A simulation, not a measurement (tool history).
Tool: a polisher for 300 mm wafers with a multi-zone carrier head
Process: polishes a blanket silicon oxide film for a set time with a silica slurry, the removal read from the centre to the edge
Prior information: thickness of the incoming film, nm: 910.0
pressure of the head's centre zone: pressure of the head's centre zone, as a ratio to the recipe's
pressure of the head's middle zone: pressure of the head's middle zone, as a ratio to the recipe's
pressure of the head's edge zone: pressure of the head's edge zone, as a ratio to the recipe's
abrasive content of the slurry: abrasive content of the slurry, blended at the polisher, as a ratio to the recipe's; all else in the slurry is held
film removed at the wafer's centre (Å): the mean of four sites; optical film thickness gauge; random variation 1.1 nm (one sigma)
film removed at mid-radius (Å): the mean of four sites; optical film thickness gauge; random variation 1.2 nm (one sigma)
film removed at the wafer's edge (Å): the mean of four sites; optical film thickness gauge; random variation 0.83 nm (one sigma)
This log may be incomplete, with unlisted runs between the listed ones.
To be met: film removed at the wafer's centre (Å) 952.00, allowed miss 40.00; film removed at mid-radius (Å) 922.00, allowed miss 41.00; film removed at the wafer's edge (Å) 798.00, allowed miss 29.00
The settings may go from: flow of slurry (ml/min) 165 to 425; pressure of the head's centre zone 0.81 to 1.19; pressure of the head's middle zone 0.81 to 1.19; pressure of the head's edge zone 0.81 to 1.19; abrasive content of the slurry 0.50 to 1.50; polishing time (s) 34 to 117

run  hour  flow of slurry (ml/min)  pressure of the head's centre zone  pressure of the head's middle zone  pressure of the head's edge zone  abrasive content of the slurry  polishing time (s)  film removed at the wafer's centre (Å)  film removed at mid-radius (Å)  film removed at the wafer's edge (Å)
  1   0.0                      275                                1.00                                1.00                              1.00                            1.00                  75                                 1392.60                         1348.30                               1407.30
  2   3.1                      275                                1.00                                1.00                              1.00                            1.00                  85                                 1558.50                         1527.10                               1566.90
  3   4.3                      275                                1.03                                1.04                              0.94                            0.85                  74                                 1300.80                         1293.10                               1245.90
  4   5.5                      280                                1.06                                1.06                              0.90                            0.75                  68                                 1185.90                         1151.10                               1065.40
  5   7.9                      280                                1.06                                0.98                              0.90                            0.75                  68                                 1193.40                         1094.00                               1069.70
  6  12.3                      280                                1.07                                1.01                              0.87                            0.65                  65                                 1076.20                          999.76                                949.18
  7  16.7                      280                                1.08                                1.04                              0.85                            0.60                  64                                 1039.10                          994.41                                886.48
  8  23.1                      275                                1.08                                1.04                              0.84                            0.55                  64                                  986.10                          938.94                                855.78
  9  29.2                      275                                1.08                                1.04                              0.84                            0.55                  64                                  999.04                          940.38                                855.08
 10  35.4                      270                                1.08                                1.05                              0.83                            0.55                  64                                  987.08                          968.79                                854.00
 11  43.1                      265                                1.11                                1.05                              0.81                            0.50                  61                                  942.69                          870.05                                780.39

Next run, 5 choices. One meets every target within its allowed miss, the rest don't. Which?
  A  50.8                      240                                1.15                                0.99                              0.83                            0.60                  56                                       ?                               ?                                     ?
  B  50.8                      240                                1.07                                1.06                              0.81                            0.55                  62                                       ?                               ?                                     ?
  C  50.8                      260                                1.11                                0.99                              0.87                            0.50                  61                                       ?                               ?                                     ?
  D  50.8                      200                                1.08                                1.00                              0.95                            0.55                  59                                       ?                               ?                                     ?
  E  50.8                      420                                1.18                                1.19                              0.81                            0.60                  53                                       ?                               ?                                     ?

move  film removed at the wafer's centre (Å)  film removed at mid-radius (Å)  film removed at the wafer's edge (Å)
   A                                  963.23                          793.20                                773.99
   B                                  957.64                          898.48                                817.49
   C                                  950.86                          810.60                                805.60
   D                                  891.13                          791.06                                819.48
   E                                  997.28                          929.46                                754.88
A: further off than the last run
B: all results in spec
C: further off than the last run
D: further off than the last run
E: puts the biggest miss on target and leaves a different result outside tolerance
Move B is the one to make.
